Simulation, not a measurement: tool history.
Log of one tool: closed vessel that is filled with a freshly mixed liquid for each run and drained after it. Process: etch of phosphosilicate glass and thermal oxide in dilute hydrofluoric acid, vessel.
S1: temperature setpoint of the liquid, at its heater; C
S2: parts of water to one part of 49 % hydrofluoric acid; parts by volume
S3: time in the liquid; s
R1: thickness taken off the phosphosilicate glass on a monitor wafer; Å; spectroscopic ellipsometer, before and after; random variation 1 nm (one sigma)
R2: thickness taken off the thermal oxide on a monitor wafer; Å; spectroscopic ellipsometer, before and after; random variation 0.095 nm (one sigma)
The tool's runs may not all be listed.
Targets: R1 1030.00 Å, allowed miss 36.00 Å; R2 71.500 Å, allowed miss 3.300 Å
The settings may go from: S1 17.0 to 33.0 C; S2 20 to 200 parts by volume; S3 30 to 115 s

run	hour	S1	S2	S3	R1	R2
1	0.0	25.0	110	60	393.66	27.197
2	6.0	25.0	110	70	456.52	31.151
3	11.9	25.0	110	80	519.40	35.561
4	16.9	26.5	105	80	579.89	40.660
5	19.1	27.0	95	80	653.53	46.022
6	26.5	27.5	90	80	719.24	49.753
7	29.3	28.5	85	80	797.41	54.680
8	30.5	29.0	85	80	812.62	56.396
9	36.7	29.5	85	80	834.84	57.886
10	45.7	30.0	85	80	846.69	58.809
11	46.9	30.5	85	80	861.68	58.699

4 next moves are on the table. One of them brings every result within its allowed miss. Which?
A	48.1	32.0	80	85	?	?
B	48.1	28.5	75	65	?	?
C	48.1	28.0	70	95	?	?
D	48.1	31.5	70	80	?	?

move	R1	R2
A	1034.40	71.176
B	743.70	51.174
C	1150.20	79.147
D	1108.70	76.290
A: meets every target
B: further off than the last run
C: takes the result that was furthest off past its target
D: takes the result that was furthest off past its target
Answer: A
